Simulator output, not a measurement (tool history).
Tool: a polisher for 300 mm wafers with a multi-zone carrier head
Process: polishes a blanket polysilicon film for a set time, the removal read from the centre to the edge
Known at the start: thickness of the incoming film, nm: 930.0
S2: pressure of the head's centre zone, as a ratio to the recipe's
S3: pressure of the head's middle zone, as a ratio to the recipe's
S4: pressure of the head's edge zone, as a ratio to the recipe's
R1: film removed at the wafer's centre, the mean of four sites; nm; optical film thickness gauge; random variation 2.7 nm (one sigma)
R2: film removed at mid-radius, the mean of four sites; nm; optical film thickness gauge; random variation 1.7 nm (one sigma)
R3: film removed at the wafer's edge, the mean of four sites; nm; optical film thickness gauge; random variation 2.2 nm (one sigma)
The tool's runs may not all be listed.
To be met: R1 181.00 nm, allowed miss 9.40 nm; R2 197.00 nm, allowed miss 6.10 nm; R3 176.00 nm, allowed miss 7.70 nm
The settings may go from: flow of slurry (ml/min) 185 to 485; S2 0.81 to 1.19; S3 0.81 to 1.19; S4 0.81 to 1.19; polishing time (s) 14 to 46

Run 1, hour 0.0: flow of slurry (ml/min) 310, S2 1.00, S3 1.00, S4 1.00, polishing time (s) 30. Result: R1 166.28 nm, R2 148.47 nm, R3 145.91 nm.
Run 2, hour 7.7: flow of slurry (ml/min) 310, S2 1.00, S3 1.00, S4 1.00, polishing time (s) 33. Result: R1 184.50 nm, R2 161.38 nm, R3 162.33 nm.
Run 3, hour 15.2: flow of slurry (ml/min) 235, S2 1.00, S3 1.00, S4 1.00, polishing time (s) 33. Result: R1 176.45 nm, R2 155.99 nm, R3 158.32 nm.
Run 4, hour 16.7: flow of slurry (ml/min) 255, S2 0.99, S3 1.03, S4 1.02, polishing time (s) 33. Result: R1 179.13 nm, R2 164.37 nm, R3 162.74 nm.
Run 5, hour 25.3: flow of slurry (ml/min) 270, S2 0.98, S3 1.05, S4 1.03, polishing time (s) 33. Result: R1 176.11 nm, R2 166.15 nm, R3 162.09 nm.
Run 6, hour 29.9: flow of slurry (ml/min) 270, S2 0.98, S3 1.10, S4 1.03, polishing time (s) 33. Result: R1 180.19 nm, R2 172.82 nm, R3 159.44 nm.
Run 7, hour 36.1: flow of slurry (ml/min) 280, S2 0.97, S3 1.12, S4 1.05, polishing time (s) 33. Result: R1 177.02 nm, R2 176.15 nm, R3 162.97 nm.
Run 8, hour 43.6: flow of slurry (ml/min) 280, S2 0.97, S3 1.12, S4 1.05, polishing time (s) 33. Result: R1 171.81 nm, R2 174.78 nm, R3 163.69 nm.
Run 9, hour 45.7: flow of slurry (ml/min) 285, S2 0.97, S3 1.14, S4 1.05, polishing time (s) 33. Result: R1 173.25 nm, R2 179.15 nm, R3 167.52 nm.
Run 10, hour 50.8: flow of slurry (ml/min) 295, S2 0.97, S3 1.15, S4 1.04, polishing time (s) 33. Result: R1 174.43 nm, R2 178.78 nm, R3 162.18 nm.
Run 11, hour 56.5: flow of slurry (ml/min) 295, S2 0.96, S3 1.16, S4 1.04, polishing time (s) 33. Result: R1 173.73 nm, R2 180.92 nm, R3 167.64 nm.

4 next moves are on the table. One of them brings every result within its allowed miss. Which?
Run A, hour 62.2: flow of slurry (ml/min) 260, S2 0.86, S3 0.92, S4 1.04, polishing time (s) 36. Result: R1 ?, R2 ?, R3 ?.
Run B, hour 62.2: flow of slurry (ml/min) 425, S2 0.91, S3 1.17, S4 1.02, polishing time (s) 35. Result: R1 ?, R2 ?, R3 ?.
Run C, hour 62.2: flow of slurry (ml/min) 330, S2 1.03, S3 1.04, S4 1.03, polishing time (s) 31. Result: R1 ?, R2 ?, R3 ?.
Run D, hour 62.2: flow of slurry (ml/min) 330, S2 0.91, S3 1.02, S4 1.10, polishing time (s) 34. Result: R1 ?, R2 ?, R3 ?.

move      R1      R2      R3
   A  168.74  162.58  180.47
   B  182.71  200.01  179.48
   C  178.97  157.81  157.43
   D  173.40  170.54  177.97
A: further off than the last run
B: meets every target
C: further off than the last run
D: further off than the last run
The right move is B.
